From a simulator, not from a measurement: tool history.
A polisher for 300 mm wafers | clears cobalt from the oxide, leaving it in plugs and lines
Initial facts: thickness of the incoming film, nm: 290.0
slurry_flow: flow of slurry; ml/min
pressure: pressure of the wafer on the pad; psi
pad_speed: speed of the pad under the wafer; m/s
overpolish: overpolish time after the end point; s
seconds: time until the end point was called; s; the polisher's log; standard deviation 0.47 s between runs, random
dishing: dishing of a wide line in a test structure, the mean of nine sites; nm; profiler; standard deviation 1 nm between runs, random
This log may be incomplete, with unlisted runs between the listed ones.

{"run": 1, "hour": 0.0, "slurry_flow": 315, "pressure": 2.5, "pad_speed": 0.9, "overpolish": 17, "seconds": 51.55, "dishing": 36.33}
{"run": 2, "hour": 1.6, "slurry_flow": 315, "pressure": 2.5, "pad_speed": 0.9, "overpolish": 13, "seconds": 52.734, "dishing": 33.383}
{"run": 3, "hour": 9.4, "slurry_flow": 315, "pressure": 2.5, "pad_speed": 0.9, "overpolish": 8, "seconds": 51.307, "dishing": 25.148}
{"run": 4, "hour": 14.8, "slurry_flow": 315, "pressure": 2.5, "pad_speed": 0.9, "overpolish": 5, "seconds": 51.638, "dishing": 18.166}
{"run": 5, "hour": 19.9, "slurry_flow": 270, "pressure": 2.5, "pad_speed": 0.9, "overpolish": 5, "seconds": 52.756, "dishing": 17.224}
{"run": 6, "hour": 25.1, "slurry_flow": 270, "pressure": 2.5, "pad_speed": 0.9, "overpolish": 5, "seconds": 53.477, "dishing": 19.173}
{"run": 7, "hour": 33.9, "slurry_flow": 270, "pressure": 3.2, "pad_speed": 0.94, "overpolish": 13, "seconds": 40.332, "dishing": 36.963}
{"run": 8, "hour": 40.2, "slurry_flow": 270, "pressure": 3.2, "pad_speed": 0.94, "overpolish": 13, "seconds": 40.243, "dishing": 38.021}
{"run": 9, "hour": 47.1, "slurry_flow": 285, "pressure": 3.3, "pad_speed": 0.94, "overpolish": 13, "seconds": 38.731, "dishing": 38.462}

Run 10, settings as shown, results not yet in. Your forecast:
{"run": 10, "hour": 51.2, "slurry_flow": 290, "pressure": 3.4, "pad_speed": 0.94, "overpolish": 13, "seconds": "?", "dishing": "?"}

Run 10 yielded seconds 37.279 s, dishing 36.404 nm.
